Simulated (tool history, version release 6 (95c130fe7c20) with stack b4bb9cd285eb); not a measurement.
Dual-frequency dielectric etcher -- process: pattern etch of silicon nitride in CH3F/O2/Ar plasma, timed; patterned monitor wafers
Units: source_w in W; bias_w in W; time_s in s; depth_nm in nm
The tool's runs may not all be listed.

run	hour	source_w	bias_w	time_s	depth_nm
1	0	480	62	38	32.942
2	2.3	530	62	38	34.558
3	5.5	500	61	38	33.536
4	12.8	500	61	38	33.699
5	16.2	500	70	38	34.882
6	17.7	500	77	38	35.785
7	23.2	460	76	38	34.587
8	25.1	420	75	38	32.687
9	27.9	420	75	38	32.885
10	31.1	320	72	38	27.932
11	38.6	330	72	38	28.526
12	43.8	340	72	38	28.818

Predict the results of run 13:
13	46.9	350	72	38	?

Logged for run 13: depth_nm 29.255 nm.
